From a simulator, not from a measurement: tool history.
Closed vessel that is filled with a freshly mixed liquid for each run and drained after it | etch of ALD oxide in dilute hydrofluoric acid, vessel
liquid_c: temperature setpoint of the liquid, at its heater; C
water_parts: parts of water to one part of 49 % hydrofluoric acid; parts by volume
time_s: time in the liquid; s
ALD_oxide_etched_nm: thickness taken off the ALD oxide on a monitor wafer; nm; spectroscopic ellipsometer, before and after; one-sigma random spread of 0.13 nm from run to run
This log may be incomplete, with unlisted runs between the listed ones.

Run 1, hour 0.0: liquid_c 24.0 C, water_parts 70 parts by volume, time_s 105 s. Result: ALD_oxide_etched_nm 17.384 nm.
Run 2, hour 1.0: liquid_c 23.5 C, water_parts 70 parts by volume, time_s 105 s. Result: ALD_oxide_etched_nm 17.308 nm.
Run 3, hour 5.2: liquid_c 23.5 C, water_parts 70 parts by volume, time_s 110 s. Result: ALD_oxide_etched_nm 18.028 nm.
Run 4, hour 7.5: liquid_c 23.5 C, water_parts 70 parts by volume, time_s 110 s. Result: ALD_oxide_etched_nm 18.105 nm.
Run 5, hour 16.6: liquid_c 23.5 C, water_parts 60 parts by volume, time_s 110 s. Result: ALD_oxide_etched_nm 21.307 nm.
Run 6, hour 20.4: liquid_c 23.5 C, water_parts 70 parts by volume, time_s 110 s. Result: ALD_oxide_etched_nm 18.199 nm.
Run 7, hour 27.8: liquid_c 22.5 C, water_parts 70 parts by volume, time_s 110 s. Result: ALD_oxide_etched_nm 17.475 nm.
Run 8, hour 32.2: liquid_c 22.0 C, water_parts 70 parts by volume, time_s 110 s. Result: ALD_oxide_etched_nm 16.987 nm.
Run 9, hour 36.6: liquid_c 21.5 C, water_parts 70 parts by volume, time_s 110 s. Result: ALD_oxide_etched_nm 16.677 nm.

Run 10 has not been measured yet. What should we expect?
Run 10, hour 45.1: liquid_c 21.5 C, water_parts 70 parts by volume, time_s 110 s. Result: ALD_oxide_etched_nm ?.

ALD_oxide_etched_nm: 16.912 nm

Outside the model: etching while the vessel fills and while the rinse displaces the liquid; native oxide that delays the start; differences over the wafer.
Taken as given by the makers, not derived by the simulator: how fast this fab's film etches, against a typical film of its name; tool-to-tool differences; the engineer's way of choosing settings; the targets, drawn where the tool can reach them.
